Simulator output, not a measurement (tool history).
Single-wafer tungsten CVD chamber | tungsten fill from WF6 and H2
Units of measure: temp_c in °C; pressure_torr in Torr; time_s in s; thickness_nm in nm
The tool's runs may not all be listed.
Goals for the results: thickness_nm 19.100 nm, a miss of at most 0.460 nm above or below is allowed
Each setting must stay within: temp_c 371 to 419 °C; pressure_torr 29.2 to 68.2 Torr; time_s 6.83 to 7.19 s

Run 1, hour 0.0: temp_c 395 °C, pressure_torr 48.7 Torr, time_s 7.19 s. Result: thickness_nm 25.620 nm.
Run 2, hour 3.8: temp_c 395 °C, pressure_torr 48.7 Torr, time_s 7.19 s. Result: thickness_nm 25.544 nm.
Run 3, hour 11.7: temp_c 391 °C, pressure_torr 48.4 Torr, time_s 7.19 s. Result: thickness_nm 23.757 nm.
Run 4, hour 12.2: temp_c 391 °C, pressure_torr 57.1 Torr, time_s 7.19 s. Result: thickness_nm 25.314 nm.
Run 5, hour 20.3: temp_c 387 °C, pressure_torr 56.8 Torr, time_s 7.19 s. Result: thickness_nm 23.496 nm.
Run 6, hour 27.9: temp_c 387 °C, pressure_torr 49.3 Torr, time_s 7.19 s. Result: thickness_nm 22.488 nm.
Run 7, hour 28.5: temp_c 384 °C, pressure_torr 49.0 Torr, time_s 7.19 s. Result: thickness_nm 21.263 nm.
Run 8, hour 29.9: temp_c 382 °C, pressure_torr 48.8 Torr, time_s 7.19 s. Result: thickness_nm 20.449 nm.
Run 9, hour 33.8: temp_c 381 °C, pressure_torr 48.7 Torr, time_s 7.19 s. Result: thickness_nm 20.094 nm.
Run 10, hour 38.9: temp_c 380 °C, pressure_torr 48.6 Torr, time_s 7.19 s. Result: thickness_nm 19.678 nm.

5 next moves are on the table. One of them brings every result within its allowed miss. Which?
Run A, hour 44.0: temp_c 377 °C, pressure_torr 49.4 Torr, time_s 6.97 s. Result: thickness_nm ?.
Run B, hour 44.0: temp_c 380 °C, pressure_torr 49.3 Torr, time_s 7.19 s. Result: thickness_nm ?.
Run C, hour 44.0: temp_c 374 °C, pressure_torr 59.5 Torr, time_s 7.19 s. Result: thickness_nm ?.
Run D, hour 44.0: temp_c 376 °C, pressure_torr 46.5 Torr, time_s 7.06 s. Result: thickness_nm ?.
Run E, hour 44.0: temp_c 376 °C, pressure_torr 48.5 Torr, time_s 7.19 s. Result: thickness_nm ?.

move  thickness_nm
   A        18.258
   B        19.855
   C        19.098
   D        17.766
   E        18.374
A: moves the result that the last run missed by most past its target, out the other side
B: its largest miss is bigger than the last run's
C: hits every target within its allowed miss
D: moves the result that the last run missed by most past its target, out the other side
E: moves the result that the last run missed by most past its target, out the other side
So the answer is move C, the one that meets all the targets.
